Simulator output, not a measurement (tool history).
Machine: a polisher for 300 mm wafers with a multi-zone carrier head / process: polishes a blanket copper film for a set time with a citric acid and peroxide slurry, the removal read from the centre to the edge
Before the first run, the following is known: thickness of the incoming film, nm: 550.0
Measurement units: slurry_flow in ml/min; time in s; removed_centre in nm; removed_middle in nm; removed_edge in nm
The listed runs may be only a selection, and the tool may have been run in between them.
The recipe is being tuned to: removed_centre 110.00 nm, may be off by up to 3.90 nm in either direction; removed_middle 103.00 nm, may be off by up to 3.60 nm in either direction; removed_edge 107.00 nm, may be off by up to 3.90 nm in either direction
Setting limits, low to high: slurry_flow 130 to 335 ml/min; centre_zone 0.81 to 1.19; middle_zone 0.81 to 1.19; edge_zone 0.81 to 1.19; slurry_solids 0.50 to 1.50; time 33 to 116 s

{"run": 1, "hour": 0.0, "slurry_flow": 215, "centre_zone": 1.0, "middle_zone": 1.0, "edge_zone": 1.0, "slurry_solids": 1.0, "time": 74, "removed_centre": 151.1, "removed_middle": 147.7, "removed_edge": 145.3}
{"run": 2, "hour": 5.0, "slurry_flow": 215, "centre_zone": 1.0, "middle_zone": 1.0, "edge_zone": 1.0, "slurry_solids": 1.1, "time": 74, "removed_centre": 152.05, "removed_middle": 150.68, "removed_edge": 149.36}
{"run": 3, "hour": 12.0, "slurry_flow": 205, "centre_zone": 0.96, "middle_zone": 0.95, "edge_zone": 0.96, "slurry_solids": 0.9, "time": 71, "removed_centre": 133.16, "removed_middle": 133.56, "removed_edge": 138.15}
{"run": 4, "hour": 19.4, "slurry_flow": 205, "centre_zone": 1.02, "middle_zone": 0.95, "edge_zone": 0.96, "slurry_solids": 0.9, "time": 71, "removed_centre": 143.0, "removed_middle": 129.31, "removed_edge": 136.4}
{"run": 5, "hour": 26.1, "slurry_flow": 205, "centre_zone": 1.02, "middle_zone": 0.95, "edge_zone": 0.99, "slurry_solids": 0.9, "time": 71, "removed_centre": 143.08, "removed_middle": 130.78, "removed_edge": 140.43}
{"run": 6, "hour": 33.5, "slurry_flow": 205, "centre_zone": 1.01, "middle_zone": 0.95, "edge_zone": 0.95, "slurry_solids": 0.8, "time": 67, "removed_centre": 131.46, "removed_middle": 122.08, "removed_edge": 124.56}
{"run": 7, "hour": 38.4, "slurry_flow": 195, "centre_zone": 1.0, "middle_zone": 0.93, "edge_zone": 0.92, "slurry_solids": 0.7, "time": 66, "removed_centre": 126.42, "removed_middle": 114.02, "removed_edge": 116.3}
{"run": 8, "hour": 45.2, "slurry_flow": 185, "centre_zone": 0.97, "middle_zone": 0.91, "edge_zone": 0.9, "slurry_solids": 0.65, "time": 66, "removed_centre": 114.92, "removed_middle": 110.62, "removed_edge": 116.14}
{"hour": 50.2, "done": "worn pad replaced by a new one"}
{"run": 9, "hour": 50.2, "slurry_flow": 175, "centre_zone": 0.97, "middle_zone": 0.9, "edge_zone": 0.88, "slurry_solids": 0.6, "time": 66, "removed_centre": 123.8, "removed_middle": 115.32, "removed_edge": 121.17}
{"run": 10, "hour": 54.9, "slurry_flow": 205, "centre_zone": 0.97, "middle_zone": 0.9, "edge_zone": 0.89, "slurry_solids": 0.55, "time": 65, "removed_centre": 120.9, "removed_middle": 114.14, "removed_edge": 122.83}
{"run": 11, "hour": 61.9, "slurry_flow": 185, "centre_zone": 0.97, "middle_zone": 0.9, "edge_zone": 0.89, "slurry_solids": 0.55, "time": 64, "removed_centre": 119.57, "removed_middle": 111.98, "removed_edge": 114.63}
{"run": 12, "hour": 65.3, "slurry_flow": 175, "centre_zone": 0.96, "middle_zone": 0.89, "edge_zone": 0.88, "slurry_solids": 0.55, "time": 63, "removed_centre": 114.39, "removed_middle": 111.19, "removed_edge": 113.99}

Which one of the following 5 next-run settings gets every result inside its allowed miss? There is exactly one.
{"run": "A", "hour": 68.7, "slurry_flow": 160, "centre_zone": 0.96, "middle_zone": 1.1, "edge_zone": 0.89, "slurry_solids": 0.5, "time": 63, "removed_centre": "?", "removed_middle": "?", "removed_edge": "?"}
{"run": "B", "hour": 68.7, "slurry_flow": 170, "centre_zone": 1.05, "middle_zone": 0.89, "edge_zone": 0.84, "slurry_solids": 0.55, "time": 59, "removed_centre": "?", "removed_middle": "?", "removed_edge": "?"}
{"run": "C", "hour": 68.7, "slurry_flow": 130, "centre_zone": 0.94, "middle_zone": 1.07, "edge_zone": 0.81, "slurry_solids": 0.5, "time": 65, "removed_centre": "?", "removed_middle": "?", "removed_edge": "?"}
{"run": "D", "hour": 68.7, "slurry_flow": 155, "centre_zone": 1.03, "middle_zone": 0.81, "edge_zone": 0.96, "slurry_solids": 0.5, "time": 65, "removed_centre": "?", "removed_middle": "?", "removed_edge": "?"}
{"run": "E", "hour": 68.7, "slurry_flow": 215, "centre_zone": 0.95, "middle_zone": 0.87, "edge_zone": 0.84, "slurry_solids": 0.5, "time": 61, "removed_centre": "?", "removed_middle": "?", "removed_edge": "?"}

move=A removed_centre=113.27 removed_middle=124.72 removed_edge=110.47
move=B removed_centre=118.65 removed_middle=100.95 removed_edge=103.14
move=C removed_centre=111.21 removed_middle=122.74 removed_edge=107.35
move=D removed_centre=124.70 removed_middle=100.83 removed_edge=118.17
move=E removed_centre=112.35 removed_middle=103.67 removed_edge=107.05
A: lands further from the targets than the last run did
B: puts the biggest miss on target and leaves a different result outside tolerance
C: lands further from the targets than the last run did
D: puts the biggest miss on target and leaves a different result outside tolerance
E: all results in spec
The right move is E.
